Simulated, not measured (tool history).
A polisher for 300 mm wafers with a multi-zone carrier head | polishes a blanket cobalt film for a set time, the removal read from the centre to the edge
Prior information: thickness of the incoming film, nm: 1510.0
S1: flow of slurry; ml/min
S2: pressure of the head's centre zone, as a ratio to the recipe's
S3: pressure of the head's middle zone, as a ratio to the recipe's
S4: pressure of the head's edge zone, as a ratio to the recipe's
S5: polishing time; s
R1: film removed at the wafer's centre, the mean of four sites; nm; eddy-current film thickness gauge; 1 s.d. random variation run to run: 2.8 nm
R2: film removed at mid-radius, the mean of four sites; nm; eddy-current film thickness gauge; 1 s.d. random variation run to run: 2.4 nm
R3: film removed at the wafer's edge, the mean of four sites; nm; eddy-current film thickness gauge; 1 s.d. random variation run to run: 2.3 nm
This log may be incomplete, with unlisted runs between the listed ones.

| run | hour | S1 | S2 | S3 | S4 | S5 | R1 | R2 | R3 |
|---|---|---|---|---|---|---|---|---|---|
| 1 | 0 | 320 | 1 | 1 | 1 | 52 | 331.3 | 325.35 | 333.86 |
| 2 | 2.4 | 320 | 0.92 | 1 | 1 | 52 | 306.88 | 330.61 | 329.52 |
| 3 | 8.1 | 320 | 0.95 | 0.98 | 0.97 | 48 | 290.64 | 295.71 | 298.29 |
| 4 | 13.1 | 320 | 0.95 | 0.98 | 0.97 | 55 | 332.35 | 347.03 | 344.15 |
| 5 | 14.9 | 320 | 0.97 | 0.96 | 0.95 | 51 | 317.09 | 313.31 | 318.3 |
| 6 | 18.5 | 320 | 0.97 | 0.96 | 0.95 | 43 | 267.67 | 262.94 | 265.66 |
| 7 | 24.1 | 320 | 0.99 | 0.94 | 0.93 | 41 | 261.71 | 247.07 | 249.3 |
| 8 | 31.8 | 320 | 1 | 0.92 | 0.92 | 40 | 254.86 | 234.55 | 241.53 |
| 9 | 39.3 | 320 | 1.01 | 0.9 | 0.9 | 40 | 259.72 | 233.69 | 238.94 |

What does the tool deliver on the next run?
| 10 | 46.5 | 320 | 1.02 | 0.88 | 0.89 | 39 | ? | ? | ? |

Run 10 came out at R1 258.11 nm, R2 221.46 nm, R3 238.37 nm.
